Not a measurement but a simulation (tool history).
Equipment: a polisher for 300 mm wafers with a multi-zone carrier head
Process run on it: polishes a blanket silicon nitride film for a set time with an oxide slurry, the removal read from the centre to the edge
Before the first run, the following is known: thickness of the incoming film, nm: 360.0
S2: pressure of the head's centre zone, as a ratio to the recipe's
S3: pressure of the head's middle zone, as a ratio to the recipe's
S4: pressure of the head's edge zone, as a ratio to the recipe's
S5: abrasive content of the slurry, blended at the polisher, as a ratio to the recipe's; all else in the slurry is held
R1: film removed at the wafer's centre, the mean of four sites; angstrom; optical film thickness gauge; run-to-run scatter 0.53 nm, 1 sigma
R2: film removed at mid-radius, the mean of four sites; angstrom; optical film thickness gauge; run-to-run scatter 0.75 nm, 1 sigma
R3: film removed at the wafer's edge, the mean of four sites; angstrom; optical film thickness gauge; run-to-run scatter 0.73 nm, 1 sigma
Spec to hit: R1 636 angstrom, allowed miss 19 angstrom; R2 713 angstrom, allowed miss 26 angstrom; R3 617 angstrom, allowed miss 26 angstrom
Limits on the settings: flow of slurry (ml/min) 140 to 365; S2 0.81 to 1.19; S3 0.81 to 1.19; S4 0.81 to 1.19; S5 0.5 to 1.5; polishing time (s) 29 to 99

Run 1, hour 0: flow of slurry (ml/min) 235, S2 1, S3 1, S4 1, S5 1, polishing time (s) 64. Result: R1 409.98 angstrom, R2 406.36 angstrom, R3 415.73 angstrom.
Run 2, hour 5: flow of slurry (ml/min) 275, S2 1, S3 1, S4 1, S5 1, polishing time (s) 64. Result: R1 418.87 angstrom, R2 406.03 angstrom, R3 428.37 angstrom.
Run 3, hour 10.5: flow of slurry (ml/min) 255, S2 1.01, S3 1.05, S4 0.99, S5 1.15, polishing time (s) 68. Result: R1 473.91 angstrom, R2 476.47 angstrom, R3 483.22 angstrom.
Run 4, hour 17.2: flow of slurry (ml/min) 230, S2 1.02, S3 1.1, S4 0.95, S5 1.25, polishing time (s) 72. Result: R1 522.91 angstrom, R2 540.84 angstrom, R3 507.15 angstrom.
Run 5, hour 18.3: flow of slurry (ml/min) 230, S2 1.02, S3 1.1, S4 0.95, S5 1.25, polishing time (s) 86. Result: R1 626.71 angstrom, R2 645.51 angstrom, R3 607.85 angstrom.
Run 6, hour 26.3: flow of slurry (ml/min) 230, S2 1.1, S3 1.1, S4 0.95, S5 1.25, polishing time (s) 86. Result: R1 649.29 angstrom, R2 643.1 angstrom, R3 603.55 angstrom.
Run 7, hour 31.7: flow of slurry (ml/min) 235, S2 1.07, S3 1.13, S4 0.95, S5 1.25, polishing time (s) 86. Result: R1 636.98 angstrom, R2 654.64 angstrom, R3 613.61 angstrom.
Run 8, hour 35.7: flow of slurry (ml/min) 230, S2 1.05, S3 1.15, S4 0.93, S5 1.3, polishing time (s) 86. Result: R1 645.62 angstrom, R2 689.12 angstrom, R3 603.71 angstrom.
Run 9, hour 41.8: flow of slurry (ml/min) 230, S2 1.05, S3 1.15, S4 0.93, S5 1.3, polishing time (s) 86. Result: R1 642.87 angstrom, R2 672.84 angstrom, R3 600.73 angstrom.
Run 10, hour 47.8: flow of slurry (ml/min) 230, S2 1.03, S3 1.16, S4 0.93, S5 1.3, polishing time (s) 86. Result: R1 628.53 angstrom, R2 682.51 angstrom, R3 619.74 angstrom.

Of the 5 settings listed for the next run, only one would bring every result within its allowed miss of target. Which one?
Run A, hour 53.8: flow of slurry (ml/min) 245, S2 1.09, S3 1.19, S4 1.03, S5 1.25, polishing time (s) 82. Result: R1 ?, R2 ?, R3 ?.
Run B, hour 53.8: flow of slurry (ml/min) 265, S2 1.01, S3 1.08, S4 0.97, S5 1.3, polishing time (s) 84. Result: R1 ?, R2 ?, R3 ?.
Run C, hour 53.8: flow of slurry (ml/min) 275, S2 0.99, S3 1.11, S4 0.98, S5 1.45, polishing time (s) 80. Result: R1 ?, R2 ?, R3 ?.
Run D, hour 53.8: flow of slurry (ml/min) 230, S2 1.02, S3 1.19, S4 0.87, S5 1.25, polishing time (s) 89. Result: R1 ?, R2 ?, R3 ?.
Run E, hour 53.8: flow of slurry (ml/min) 260, S2 1.06, S3 1.05, S4 1.09, S5 1.3, polishing time (s) 81. Result: R1 ?, R2 ?, R3 ?.

move      R1      R2      R3
   A  633.81   652.8  601.26
   B  629.39  638.81  613.22
   C  620.85  652.04  615.76
   D  650.07  704.25  599.83
   E  627.59  602.23  625.42
A: lands further from the targets than the last run did
B: lands further from the targets than the last run did
C: lands further from the targets than the last run did
D: hits every target within its allowed miss
E: lands further from the targets than the last run did
Correct choice: D, which meets every target

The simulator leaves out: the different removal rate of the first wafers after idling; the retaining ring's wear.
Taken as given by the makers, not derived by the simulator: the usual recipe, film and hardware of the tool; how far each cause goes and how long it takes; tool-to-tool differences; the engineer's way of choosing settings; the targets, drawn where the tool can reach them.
